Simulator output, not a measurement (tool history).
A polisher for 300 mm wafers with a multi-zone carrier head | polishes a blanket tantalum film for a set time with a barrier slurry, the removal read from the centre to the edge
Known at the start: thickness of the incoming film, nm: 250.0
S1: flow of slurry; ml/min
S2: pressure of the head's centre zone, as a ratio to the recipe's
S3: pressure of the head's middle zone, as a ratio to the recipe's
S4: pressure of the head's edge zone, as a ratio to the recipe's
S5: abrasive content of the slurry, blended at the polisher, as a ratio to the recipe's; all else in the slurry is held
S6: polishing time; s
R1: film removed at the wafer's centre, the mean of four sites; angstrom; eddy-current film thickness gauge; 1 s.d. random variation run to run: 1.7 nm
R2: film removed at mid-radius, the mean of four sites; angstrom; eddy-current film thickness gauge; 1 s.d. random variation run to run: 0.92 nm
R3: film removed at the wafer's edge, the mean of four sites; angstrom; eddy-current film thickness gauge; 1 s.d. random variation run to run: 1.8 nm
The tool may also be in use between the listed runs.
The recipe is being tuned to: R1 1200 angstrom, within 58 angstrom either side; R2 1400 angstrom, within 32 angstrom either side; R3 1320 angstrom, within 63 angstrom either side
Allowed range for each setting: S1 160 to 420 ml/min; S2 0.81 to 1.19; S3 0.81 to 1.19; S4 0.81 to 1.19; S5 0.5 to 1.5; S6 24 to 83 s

| run | hour | S1 | S2 | S3 | S4 | S5 | S6 | R1 | R2 | R3 |
|---|---|---|---|---|---|---|---|---|---|---|
| 1 | 0 | 270 | 1 | 1 | 1 | 1 | 53 | 985.69 | 980 | 962.59 |
| 2 | 1.1 | 275 | 0.99 | 1.02 | 1.03 | 1.1 | 54 | 1007.3 | 1030.2 | 1010.5 |
| 3 | 2.7 | 275 | 0.99 | 1.06 | 1.03 | 1.1 | 54 | 995.25 | 1061.9 | 1030.9 |
| 4 | 8.6 | 280 | 1 | 1.08 | 1.04 | 1.15 | 55 | 1049.5 | 1109.6 | 1066.4 |
| 5 | 9.6 | 285 | 1 | 1.1 | 1.05 | 1.2 | 56 | 1104.9 | 1176.6 | 1087.9 |
| 6 | 14.2 | 245 | 1 | 1.1 | 1.05 | 1.2 | 56 | 1045.7 | 1156.5 | 1107.6 |
| 7 | 23 | 230 | 1.02 | 1.19 | 1.14 | 1.45 | 59 | 1187.6 | 1343.2 | 1252.5 |
| 8 | 24.5 | 235 | 1.01 | 1.19 | 1.14 | 1.45 | 59 | 1161.9 | 1351.2 | 1208.3 |
| 9 | 28.9 | 225 | 1.01 | 1.19 | 1.15 | 1.45 | 60 | 1193.2 | 1385.3 | 1237.5 |

Pick the move, out of 4, that brings all results within their allowed miss; only one does.
| A | 33.3 | 180 | 0.96 | 0.92 | 1.16 | 1.5 | 72 | ? | ? | ? |
| B | 33.3 | 225 | 0.95 | 1.04 | 1.12 | 1.4 | 72 | ? | ? | ? |
| C | 33.3 | 175 | 0.97 | 1.15 | 1.14 | 1.4 | 65 | ? | ? | ? |
| D | 33.3 | 250 | 0.97 | 1.19 | 1.11 | 1.35 | 64 | ? | ? | ? |

| move | R1 | R2 | R3 |
|---|---|---|---|
| A | 1326.8 | 1314 | 1483.8 |
| B | 1330.6 | 1471 | 1460.5 |
| C | 1191.7 | 1409.6 | 1302.8 |
| D | 1213 | 1471.6 | 1290 |
A: takes the biggest miss from the last run beyond its target
B: takes the biggest miss from the last run beyond its target
C: all results land within tolerance of their targets
D: corrects the largest miss of the last run, while another result sits out of spec
Correct choice: C, which meets every target
